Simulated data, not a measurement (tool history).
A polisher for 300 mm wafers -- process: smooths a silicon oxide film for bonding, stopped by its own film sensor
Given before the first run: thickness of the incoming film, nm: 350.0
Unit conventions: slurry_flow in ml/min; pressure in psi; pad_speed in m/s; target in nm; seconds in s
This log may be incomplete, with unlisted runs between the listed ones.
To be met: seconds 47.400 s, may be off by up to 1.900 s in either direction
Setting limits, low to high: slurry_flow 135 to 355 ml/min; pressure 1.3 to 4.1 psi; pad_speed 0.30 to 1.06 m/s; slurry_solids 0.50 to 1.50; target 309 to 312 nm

{"run": 1, "hour": 0.0, "slurry_flow": 225, "pressure": 2.7, "pad_speed": 0.68, "slurry_solids": 1.0, "target": 309, "seconds": 64.303}
{"run": 2, "hour": 5.6, "slurry_flow": 225, "pressure": 2.8, "pad_speed": 0.68, "slurry_solids": 1.0, "target": 309, "seconds": 62.844}
{"run": 3, "hour": 8.3, "slurry_flow": 225, "pressure": 2.8, "pad_speed": 0.68, "slurry_solids": 0.8, "target": 309, "seconds": 70.488}
{"run": 4, "hour": 14.6, "slurry_flow": 225, "pressure": 2.3, "pad_speed": 0.68, "slurry_solids": 0.8, "target": 309, "seconds": 83.031}
{"run": 5, "hour": 19.7, "slurry_flow": 225, "pressure": 2.5, "pad_speed": 0.68, "slurry_solids": 0.8, "target": 309, "seconds": 78.071}
{"run": 6, "hour": 27.6, "slurry_flow": 225, "pressure": 2.7, "pad_speed": 0.68, "slurry_solids": 0.8, "target": 309, "seconds": 73.11}
{"run": 7, "hour": 31.2, "slurry_flow": 225, "pressure": 2.9, "pad_speed": 0.68, "slurry_solids": 0.8, "target": 309, "seconds": 70.329}
{"run": 8, "hour": 32.9, "slurry_flow": 225, "pressure": 3.1, "pad_speed": 0.68, "slurry_solids": 0.8, "target": 309, "seconds": 64.332}
{"run": 9, "hour": 40.7, "slurry_flow": 225, "pressure": 3.2, "pad_speed": 0.68, "slurry_solids": 0.8, "target": 309, "seconds": 62.419}
{"run": 10, "hour": 47.0, "slurry_flow": 225, "pressure": 3.3, "pad_speed": 0.68, "slurry_solids": 0.8, "target": 309, "seconds": 62.197}
{"hour": 53.9, "done": "head pressure recalibrated"}
{"run": 11, "hour": 53.9, "slurry_flow": 225, "pressure": 3.4, "pad_speed": 0.68, "slurry_solids": 0.8, "target": 309, "seconds": 53.649}
{"run": 12, "hour": 59.2, "slurry_flow": 225, "pressure": 3.6, "pad_speed": 0.68, "slurry_solids": 0.8, "target": 309, "seconds": 51.597}
{"run": 13, "hour": 64.4, "slurry_flow": 225, "pressure": 3.7, "pad_speed": 0.68, "slurry_solids": 0.8, "target": 309, "seconds": 50.348}

Below are 5 possible settings for the next run. Only one of them brings all results inside the allowed miss of their targets. Which is it?
{"run": "A", "hour": 69.6, "slurry_flow": 230, "pressure": 3.4, "pad_speed": 0.64, "slurry_solids": 0.95, "target": 309, "seconds": "?"}
{"run": "B", "hour": 69.6, "slurry_flow": 230, "pressure": 3.4, "pad_speed": 0.58, "slurry_solids": 1.1, "target": 312, "seconds": "?"}
{"run": "C", "hour": 69.6, "slurry_flow": 250, "pressure": 3.5, "pad_speed": 0.72, "slurry_solids": 0.7, "target": 312, "seconds": "?"}
{"run": "D", "hour": 69.6, "slurry_flow": 225, "pressure": 3.4, "pad_speed": 0.66, "slurry_solids": 0.9, "target": 309, "seconds": "?"}
{"run": "E", "hour": 69.6, "slurry_flow": 275, "pressure": 3.6, "pad_speed": 0.76, "slurry_solids": 0.6, "target": 312, "seconds": "?"}

move=A seconds=51.430
move=B seconds=47.815
move=C seconds=50.335
move=D seconds=51.848
move=E seconds=51.914
A: lands further from the targets than the last run did
B: every result within its allowed miss
C: no nearer and no further than the last run
D: lands further from the targets than the last run did
E: lands further from the targets than the last run did
Go with B: it meets all targets.
